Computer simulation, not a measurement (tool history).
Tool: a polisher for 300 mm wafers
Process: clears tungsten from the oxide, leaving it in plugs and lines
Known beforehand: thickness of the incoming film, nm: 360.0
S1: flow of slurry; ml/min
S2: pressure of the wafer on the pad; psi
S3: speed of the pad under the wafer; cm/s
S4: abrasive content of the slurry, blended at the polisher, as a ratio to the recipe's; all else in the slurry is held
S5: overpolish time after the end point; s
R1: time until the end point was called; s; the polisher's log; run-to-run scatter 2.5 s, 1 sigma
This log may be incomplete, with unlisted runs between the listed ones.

run 1 hour=0.0 | S1=250 S2=4.0 S3=86 S4=1.0 S5=13 | R1=88.990
run 2 hour=7.6 | S1=250 S2=4.0 S3=86 S4=1.0 S5=13 | R1=89.059
run 3 hour=13.7 | S1=250 S2=3.6 S3=84 S4=1.0 S5=13 | R1=103.670
run 4 hour=18.1 | S1=310 S2=3.6 S3=84 S4=1.0 S5=13 | R1=97.155
run 5 hour=19.3 | S1=310 S2=3.3 S3=84 S4=1.0 S5=13 | R1=108.780
run 6 hour=22.3 | S1=310 S2=3.1 S3=84 S4=1.0 S5=13 | R1=110.610

Forecast run 7:
run 7 hour=30.2 | S1=310 S2=2.9 S3=84 S4=1.0 S5=13 | R1=?

R1: 119.530 s

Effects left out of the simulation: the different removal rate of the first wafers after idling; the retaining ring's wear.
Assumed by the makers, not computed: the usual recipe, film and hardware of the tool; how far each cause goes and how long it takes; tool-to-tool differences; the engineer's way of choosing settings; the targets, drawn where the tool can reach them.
